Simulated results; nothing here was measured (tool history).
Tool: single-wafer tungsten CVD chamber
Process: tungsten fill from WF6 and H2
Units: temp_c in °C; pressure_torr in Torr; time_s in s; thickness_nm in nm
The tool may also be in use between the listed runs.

run  hour  temp_c  pressure_torr  time_s  thickness_nm
  1   0.0     395           54.1    20.5        68.387
  2   4.1     388           51.5    20.4        56.748
  3   9.0     388           55.2    20.4        59.136
  4  17.0     395           55.2    20.4        68.557
  5  18.6     388           54.4    20.4        58.285
  6  26.0     388           54.4    20.5        58.550
  7  30.8     383           54.1    20.5        52.179
  8  38.6     380           53.9    20.5        48.803
  9  42.2     377           53.8    20.5        45.326
 10  47.8     376           53.7    20.5        44.182
 11  51.7     375           53.6    20.5        42.891

The next listed run, before its measurement:
 12  54.2     374           53.6    20.5             ?

{"run 12": {"thickness_nm": 42.194}}
